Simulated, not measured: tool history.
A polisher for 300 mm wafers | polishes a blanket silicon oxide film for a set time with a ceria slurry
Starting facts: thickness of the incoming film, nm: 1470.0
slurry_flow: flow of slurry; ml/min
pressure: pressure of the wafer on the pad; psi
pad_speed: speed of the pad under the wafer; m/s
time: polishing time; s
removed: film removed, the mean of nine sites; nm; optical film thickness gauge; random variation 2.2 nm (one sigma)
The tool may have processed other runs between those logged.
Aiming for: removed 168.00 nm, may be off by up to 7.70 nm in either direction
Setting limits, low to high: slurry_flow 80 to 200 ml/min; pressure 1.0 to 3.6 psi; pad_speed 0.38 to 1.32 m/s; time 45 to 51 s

Run 1, hour 0.0: slurry_flow 130 ml/min, pressure 2.3 psi, pad_speed 0.84 m/s, time 51 s. Result: removed 115.07 nm.
Run 2, hour 8.9: slurry_flow 110 ml/min, pressure 2.3 psi, pad_speed 0.84 m/s, time 51 s. Result: removed 115.18 nm.
Run 3, hour 10.5: slurry_flow 110 ml/min, pressure 2.4 psi, pad_speed 0.84 m/s, time 51 s. Result: removed 113.83 nm.
Run 4, hour 18.7: slurry_flow 110 ml/min, pressure 2.0 psi, pad_speed 0.84 m/s, time 51 s. Result: removed 102.66 nm.
Run 5, hour 21.8: slurry_flow 110 ml/min, pressure 2.1 psi, pad_speed 0.84 m/s, time 51 s. Result: removed 106.80 nm.
Run 6, hour 26.4: slurry_flow 110 ml/min, pressure 2.2 psi, pad_speed 0.84 m/s, time 51 s. Result: removed 109.07 nm.
Run 7, hour 30.2: slurry_flow 110 ml/min, pressure 2.3 psi, pad_speed 0.84 m/s, time 51 s. Result: removed 113.17 nm.
Run 8, hour 36.8: slurry_flow 110 ml/min, pressure 2.4 psi, pad_speed 0.84 m/s, time 51 s. Result: removed 116.65 nm.
Run 9, hour 41.8: slurry_flow 110 ml/min, pressure 2.5 psi, pad_speed 0.84 m/s, time 51 s. Result: removed 117.86 nm.
Run 10, hour 45.5: slurry_flow 110 ml/min, pressure 2.6 psi, pad_speed 0.84 m/s, time 51 s. Result: removed 122.17 nm.
Run 11, hour 51.5: slurry_flow 110 ml/min, pressure 2.7 psi, pad_speed 0.84 m/s, time 51 s. Result: removed 129.40 nm.
Run 12, hour 54.1: slurry_flow 110 ml/min, pressure 2.8 psi, pad_speed 0.84 m/s, time 51 s. Result: removed 133.40 nm.
Run 13, hour 58.5: slurry_flow 125 ml/min, pressure 3.4 psi, pad_speed 0.86 m/s, time 51 s. Result: removed 157.00 nm.

Which of these 5 next moves meets every target?
Run A, hour 62.9: slurry_flow 120 ml/min, pressure 3.6 psi, pad_speed 0.76 m/s, time 51 s. Result: removed ?.
Run B, hour 62.9: slurry_flow 115 ml/min, pressure 3.2 psi, pad_speed 0.84 m/s, time 51 s. Result: removed ?.
Run C, hour 62.9: slurry_flow 160 ml/min, pressure 3.3 psi, pad_speed 0.88 m/s, time 51 s. Result: removed ?.
Run D, hour 62.9: slurry_flow 130 ml/min, pressure 3.3 psi, pad_speed 0.92 m/s, time 45 s. Result: removed ?.
Run E, hour 62.9: slurry_flow 115 ml/min, pressure 3.5 psi, pad_speed 0.88 m/s, time 47 s. Result: removed ?.

move  removed
   A   150.81
   B   147.00
   C   165.59
   D   146.07
   E   150.79
A: moves away from the targets compared with the last run
B: moves away from the targets compared with the last run
C: each result inside its tolerance
D: moves away from the targets compared with the last run
E: moves away from the targets compared with the last run
Correct choice: C, which meets every target
